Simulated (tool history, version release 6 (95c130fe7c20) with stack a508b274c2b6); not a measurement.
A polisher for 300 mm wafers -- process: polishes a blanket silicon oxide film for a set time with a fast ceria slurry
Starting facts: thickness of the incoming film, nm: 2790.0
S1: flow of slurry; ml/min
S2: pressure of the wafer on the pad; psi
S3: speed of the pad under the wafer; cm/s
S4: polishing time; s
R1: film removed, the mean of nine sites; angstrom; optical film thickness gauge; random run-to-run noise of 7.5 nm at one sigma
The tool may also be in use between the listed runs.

run	day	S1	S2	S3	S4	R1
1	0.000	165	2.9	86	93	10464.0
2	0.212	185	2.9	86	93	10676.0
3	0.508	185	2.9	100	93	12593.0
4	0.812	185	2.7	98	93	11473.0
5	0.888	185	3.2	98	93	13561.0
6	1.046	185	3.0	96	93	12185.0
7	1.171	185	2.8	94	93	11431.0
8	1.333	170	2.0	70	93	6137.0

The next listed run, before its measurement:
# day 1.675: head pressure recalibrated
9	1.675	170	1.8	70	93	?

Run 9 produced R1 6376.6 angstrom.
